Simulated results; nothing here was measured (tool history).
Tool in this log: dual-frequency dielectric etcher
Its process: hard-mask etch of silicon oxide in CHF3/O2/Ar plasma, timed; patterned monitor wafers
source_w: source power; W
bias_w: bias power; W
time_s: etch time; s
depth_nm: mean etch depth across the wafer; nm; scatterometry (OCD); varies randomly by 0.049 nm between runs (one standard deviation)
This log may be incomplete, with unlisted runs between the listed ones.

run	hour	source_w	bias_w	time_s	depth_nm
1	0.0	540	174	13	27.024
2	3.1	540	174	13	26.997
3	3.9	440	174	13	25.437
4	6.5	440	196	13	27.053
5	11.2	400	196	13	26.489
6	15.1	390	186	13	25.484
7	23.8	380	177	13	24.704
8	31.7	370	169	13	23.782

Forecast run 9:
9	32.7	360	163	13	?

depth_nm: 23.201 nm

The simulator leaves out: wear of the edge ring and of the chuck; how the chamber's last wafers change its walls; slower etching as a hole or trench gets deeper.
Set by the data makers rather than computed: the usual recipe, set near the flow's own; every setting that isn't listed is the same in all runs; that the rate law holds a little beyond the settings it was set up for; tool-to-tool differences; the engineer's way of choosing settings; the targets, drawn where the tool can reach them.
